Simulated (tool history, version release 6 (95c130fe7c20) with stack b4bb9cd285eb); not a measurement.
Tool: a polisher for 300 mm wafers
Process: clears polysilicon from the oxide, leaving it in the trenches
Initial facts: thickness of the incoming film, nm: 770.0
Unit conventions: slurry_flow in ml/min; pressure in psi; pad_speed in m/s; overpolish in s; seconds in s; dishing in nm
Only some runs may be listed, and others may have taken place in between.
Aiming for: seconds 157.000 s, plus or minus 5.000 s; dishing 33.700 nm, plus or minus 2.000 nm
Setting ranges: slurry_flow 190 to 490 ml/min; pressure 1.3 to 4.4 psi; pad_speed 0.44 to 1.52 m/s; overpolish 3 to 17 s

run 1 day=0.000 | slurry_flow=315 pressure=2.8 pad_speed=0.98 overpolish=9 | seconds=70.000 dishing=44.157
run 2 day=0.338 | slurry_flow=315 pressure=2.6 pad_speed=0.94 overpolish=9 | seconds=76.248 dishing=44.558
run 3 day=0.592 | slurry_flow=310 pressure=2.4 pad_speed=0.90 overpolish=8 | seconds=84.509 dishing=40.580
run 4 day=0.858 | slurry_flow=310 pressure=2.9 pad_speed=0.90 overpolish=8 | seconds=71.852 dishing=41.984
run 5 day=1.125 | slurry_flow=310 pressure=3.3 pad_speed=0.90 overpolish=8 | seconds=63.527 dishing=43.572
run 6 day=1.271 | slurry_flow=310 pressure=3.0 pad_speed=0.86 overpolish=8 | seconds=72.942 dishing=41.103
run 7 day=1.308 | slurry_flow=310 pressure=2.8 pad_speed=0.82 overpolish=8 | seconds=79.606 dishing=41.414
run 8 day=1.633 | slurry_flow=310 pressure=2.6 pad_speed=0.78 overpolish=8 | seconds=88.029 dishing=38.583
run 9 day=1.679 | slurry_flow=310 pressure=2.4 pad_speed=0.76 overpolish=8 | seconds=97.776 dishing=39.524
run 10 day=1.758 | slurry_flow=310 pressure=2.2 pad_speed=0.74 overpolish=8 | seconds=108.070 dishing=36.693
run 11 day=1.971 | slurry_flow=305 pressure=1.4 pad_speed=0.70 overpolish=12 | seconds=169.250 dishing=36.819
run 12 day=2.238 | slurry_flow=305 pressure=1.4 pad_speed=0.70 overpolish=10 | seconds=171.860 dishing=31.967
run 13 day=2.525 | slurry_flow=310 pressure=1.4 pad_speed=0.70 overpolish=10 | seconds=168.940 dishing=31.834

5 candidate next runs follow, results not yet known. Just one meets every target within its allowed miss. Identify it.
run A day=2.812 | slurry_flow=270 pressure=1.4 pad_speed=0.64 overpolish=13 | seconds=? dishing=?
run B day=2.812 | slurry_flow=200 pressure=1.6 pad_speed=0.70 overpolish=10 | seconds=? dishing=?
run C day=2.812 | slurry_flow=380 pressure=1.5 pad_speed=0.62 overpolish=11 | seconds=? dishing=?
run D day=2.812 | slurry_flow=300 pressure=1.3 pad_speed=0.74 overpolish=11 | seconds=? dishing=?
run E day=2.812 | slurry_flow=315 pressure=1.6 pad_speed=0.74 overpolish=9 | seconds=? dishing=?

move=A seconds=184.970 dishing=35.714
move=B seconds=160.280 dishing=33.684
move=C seconds=172.330 dishing=34.079
move=D seconds=175.700 dishing=33.744
move=E seconds=145.350 dishing=33.554
A: further off than the last run
B: all results land within tolerance of their targets
C: further off than the last run
D: further off than the last run
E: moves the result that the last run missed by most past its target, out the other side
Correct choice: B, which meets every target
